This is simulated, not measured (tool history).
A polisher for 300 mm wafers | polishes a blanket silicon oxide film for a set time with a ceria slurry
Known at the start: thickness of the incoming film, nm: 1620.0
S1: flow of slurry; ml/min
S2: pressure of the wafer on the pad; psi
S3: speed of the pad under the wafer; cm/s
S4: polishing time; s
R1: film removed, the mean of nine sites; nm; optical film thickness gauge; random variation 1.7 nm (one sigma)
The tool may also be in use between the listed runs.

run	hour	S1	S2	S3	S4	R1
1	0.0	135	3.2	108	45	226.47
2	1.5	135	3.1	108	45	226.77
3	4.0	135	3.7	108	45	265.17
4	9.2	135	3.6	108	45	253.80
5	15.1	155	3.6	108	45	264.98
6	18.3	155	3.6	108	45	267.94
7	26.9	150	3.5	108	45	253.88

The next listed run, before its measurement:
8	28.1	145	3.4	108	45	?

Run 8 gave R1 246.01 nm.
